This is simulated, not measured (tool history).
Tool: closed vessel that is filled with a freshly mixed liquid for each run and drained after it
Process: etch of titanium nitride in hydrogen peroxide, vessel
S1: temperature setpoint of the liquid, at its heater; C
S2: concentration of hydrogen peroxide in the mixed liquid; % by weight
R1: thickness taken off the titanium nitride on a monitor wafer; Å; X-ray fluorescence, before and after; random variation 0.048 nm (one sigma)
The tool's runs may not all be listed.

Run 1, hour 0: S1 53 C, S2 17 % by weight, time in the liquid (s) 35. Result: R1 35.079 Å.
Run 2, hour 4.1: S1 54.5 C, S2 17 % by weight, time in the liquid (s) 35. Result: R1 39.351 Å.
Run 3, hour 11.4: S1 56 C, S2 17 % by weight, time in the liquid (s) 35. Result: R1 43.383 Å.
Run 4, hour 13.1: S1 56 C, S2 20 % by weight, time in the liquid (s) 35. Result: R1 45.231 Å.
Run 5, hour 15.3: S1 57 C, S2 20 % by weight, time in the liquid (s) 35. Result: R1 47.644 Å.
Run 6, hour 21.7: S1 57 C, S2 20 % by weight, time in the liquid (s) 30. Result: R1 41.071 Å.
Run 7, hour 27.2: S1 58.5 C, S2 20 % by weight, time in the liquid (s) 30. Result: R1 45.698 Å.
Run 8, hour 32.2: S1 59.5 C, S2 20 % by weight, time in the liquid (s) 30. Result: R1 49.397 Å.
Run 9, hour 38.9: S1 60 C, S2 20 % by weight, time in the liquid (s) 30. Result: R1 50.54 Å.
Run 10, hour 44.7: S1 60.5 C, S2 20 % by weight, time in the liquid (s) 30. Result: R1 53.016 Å.
Run 11, hour 51.7: S1 61 C, S2 20 % by weight, time in the liquid (s) 30. Result: R1 54.4 Å.

Forecast run 12:
Run 12, hour 56.7: S1 61 C, S2 20 % by weight, time in the liquid (s) 30. Result: R1 ?.

{"run 12": {"R1": 54.444}}
